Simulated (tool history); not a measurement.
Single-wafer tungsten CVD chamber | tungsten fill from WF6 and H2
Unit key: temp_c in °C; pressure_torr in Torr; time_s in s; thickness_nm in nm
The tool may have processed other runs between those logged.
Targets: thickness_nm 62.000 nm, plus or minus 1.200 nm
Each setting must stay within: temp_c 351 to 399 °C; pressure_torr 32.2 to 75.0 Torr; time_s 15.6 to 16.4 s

{"run": 1, "hour": 0.0, "temp_c": 375, "pressure_torr": 53.6, "time_s": 16.4, "thickness_nm": 42.935}
{"run": 2, "hour": 5.5, "temp_c": 375, "pressure_torr": 53.6, "time_s": 16.4, "thickness_nm": 42.122}
{"run": 3, "hour": 8.2, "temp_c": 380, "pressure_torr": 53.8, "time_s": 16.4, "thickness_nm": 47.667}
{"run": 4, "hour": 12.9, "temp_c": 376, "pressure_torr": 53.8, "time_s": 16.4, "thickness_nm": 43.787}
{"hour": 14.1, "done": "thermocouple changed; heater temperature recalibrated"}
{"run": 5, "hour": 14.1, "temp_c": 380, "pressure_torr": 54.0, "time_s": 16.4, "thickness_nm": 45.012}
{"run": 6, "hour": 17.3, "temp_c": 385, "pressure_torr": 57.9, "time_s": 16.4, "thickness_nm": 51.3}
{"run": 7, "hour": 19.3, "temp_c": 388, "pressure_torr": 58.1, "time_s": 16.4, "thickness_nm": 54.518}
{"run": 8, "hour": 23.9, "temp_c": 390, "pressure_torr": 58.2, "time_s": 16.4, "thickness_nm": 57.542}

Exactly one of the 5 candidate moves below puts every result within its allowed miss. Which one?
{"run": "A", "hour": 28.5, "temp_c": 386, "pressure_torr": 62.4, "time_s": 15.6, "thickness_nm": "?"}
{"run": "B", "hour": 28.5, "temp_c": 393, "pressure_torr": 57.5, "time_s": 15.6, "thickness_nm": "?"}
{"run": "C", "hour": 28.5, "temp_c": 391, "pressure_torr": 60.0, "time_s": 16.4, "thickness_nm": "?"}
{"run": "D", "hour": 28.5, "temp_c": 394, "pressure_torr": 57.0, "time_s": 16.2, "thickness_nm": "?"}
{"run": "E", "hour": 28.5, "temp_c": 394, "pressure_torr": 49.3, "time_s": 16.2, "thickness_nm": "?"}

move=A thickness_nm=50.827
move=B thickness_nm=57.884
move=C thickness_nm=58.996
move=D thickness_nm=61.273
move=E thickness_nm=58.954
A: lands further from the targets than the last run did
B: nearer the targets than the last run, but a result is still out of spec
C: nearer the targets than the last run, but a result is still out of spec
D: all results in spec
E: nearer the targets than the last run, but a result is still out of spec
Move D is the one to make.
